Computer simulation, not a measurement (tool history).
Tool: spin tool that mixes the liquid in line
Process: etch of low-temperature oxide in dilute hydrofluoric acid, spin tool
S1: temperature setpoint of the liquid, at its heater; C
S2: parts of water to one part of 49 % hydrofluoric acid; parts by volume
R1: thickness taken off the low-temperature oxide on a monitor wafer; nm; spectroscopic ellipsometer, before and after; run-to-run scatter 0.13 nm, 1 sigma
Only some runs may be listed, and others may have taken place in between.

{"run": 1, "hour": 0.0, "S1": 24, "S2": 240, "time under the liquid (s)": 300, "R1": 19.312}
{"run": 2, "hour": 5.5, "S1": 24, "S2": 240, "time under the liquid (s)": 325, "R1": 21.027}
{"run": 3, "hour": 9.2, "S1": 24, "S2": 240, "time under the liquid (s)": 300, "R1": 19.461}
{"run": 4, "hour": 17.2, "S1": 24, "S2": 240, "time under the liquid (s)": 300, "R1": 19.423}
{"run": 5, "hour": 23.3, "S1": 25.5, "S2": 240, "time under the liquid (s)": 300, "R1": 20.486}
{"run": 6, "hour": 27.8, "S1": 28.5, "S2": 240, "time under the liquid (s)": 300, "R1": 23.027}
{"run": 7, "hour": 28.7, "S1": 26.5, "S2": 240, "time under the liquid (s)": 300, "R1": 21.179}
{"run": 8, "hour": 33.3, "S1": 22.5, "S2": 245, "time under the liquid (s)": 300, "R1": 18.282}

Run 9, settings as shown, results not yet in. Your forecast:
{"run": 9, "hour": 35.5, "S1": 22, "S2": 245, "time under the liquid (s)": 300, "R1": "?"}

Run 9 measured R1 17.689 nm.
